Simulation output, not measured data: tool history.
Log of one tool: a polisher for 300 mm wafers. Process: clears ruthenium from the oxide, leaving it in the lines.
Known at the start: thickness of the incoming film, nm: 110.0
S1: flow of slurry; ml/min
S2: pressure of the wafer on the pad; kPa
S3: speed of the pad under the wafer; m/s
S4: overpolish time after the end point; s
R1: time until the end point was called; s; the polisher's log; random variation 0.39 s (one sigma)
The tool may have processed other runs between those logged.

| run | hour | S1 | S2 | S3 | S4 | R1 |
|---|---|---|---|---|---|---|
| 1 | 0.0 | 260 | 15.2 | 1.14 | 21 | 65.808 |
| 2 | 3.9 | 260 | 16.5 | 1.14 | 21 | 61.259 |
| 3 | 10.4 | 260 | 17.2 | 1.14 | 21 | 58.457 |
| 4 | 15.0 | 305 | 17.2 | 1.14 | 21 | 57.432 |
| 5 | 16.6 | 305 | 17.9 | 1.14 | 21 | 55.954 |
| 6 | 24.8 | 305 | 17.9 | 1.14 | 21 | 55.940 |
| 7 | 28.3 | 305 | 18.6 | 1.14 | 21 | 54.271 |
| 8 | 35.4 | 305 | 19.3 | 1.14 | 21 | 52.132 |
| 9 | 36.8 | 305 | 20.0 | 1.14 | 21 | 50.042 |

Run 10 comes next. What will it give?
| 10 | 38.1 | 305 | 20.7 | 1.14 | 21 | ? |

R1: 47.907 s
